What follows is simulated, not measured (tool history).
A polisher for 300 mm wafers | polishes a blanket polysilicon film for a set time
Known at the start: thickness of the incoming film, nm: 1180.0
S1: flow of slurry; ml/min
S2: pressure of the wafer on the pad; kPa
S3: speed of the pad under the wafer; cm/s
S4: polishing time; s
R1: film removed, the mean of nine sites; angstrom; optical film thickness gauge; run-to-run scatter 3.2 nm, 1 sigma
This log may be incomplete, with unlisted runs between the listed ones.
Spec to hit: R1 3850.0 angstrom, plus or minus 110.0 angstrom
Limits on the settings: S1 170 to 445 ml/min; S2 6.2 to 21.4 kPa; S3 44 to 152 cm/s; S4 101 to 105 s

run	hour	S1	S2	S3	S4	R1
1	0.0	285	13.8	98	101	6010.5
2	8.6	285	13.1	98	101	5716.9
3	15.7	285	12.4	98	101	5413.8
4	18.0	285	12.4	98	105	5606.5
5	25.1	285	12.4	114	105	6572.9
6	25.8	285	11.0	114	105	5795.0
7	26.8	285	10.3	114	105	5399.5
8	28.5	285	9.7	114	105	5055.6
9	36.0	285	9.7	114	105	5045.2
10	40.1	285	9.0	114	105	4766.3
11	46.0	280	6.2	114	105	3393.1
12	49.0	290	6.2	114	105	3399.7

Pick the move, out of 5, that brings all results within their allowed miss; only one does.
A	52.0	270	6.2	126	101	?
B	52.0	320	7.6	100	105	?
C	52.0	275	6.2	124	101	?
D	52.0	275	6.9	108	105	?
E	52.0	340	6.9	116	105	?

move	R1
A	3568.0
B	3698.6
C	3525.2
D	3566.5
E	3886.2
A: better than the last run, though not everything is in spec
B: better than the last run, though not everything is in spec
C: better than the last run, though not everything is in spec
D: better than the last run, though not everything is in spec
E: all results land within tolerance of their targets
Go with E: it meets all targets.

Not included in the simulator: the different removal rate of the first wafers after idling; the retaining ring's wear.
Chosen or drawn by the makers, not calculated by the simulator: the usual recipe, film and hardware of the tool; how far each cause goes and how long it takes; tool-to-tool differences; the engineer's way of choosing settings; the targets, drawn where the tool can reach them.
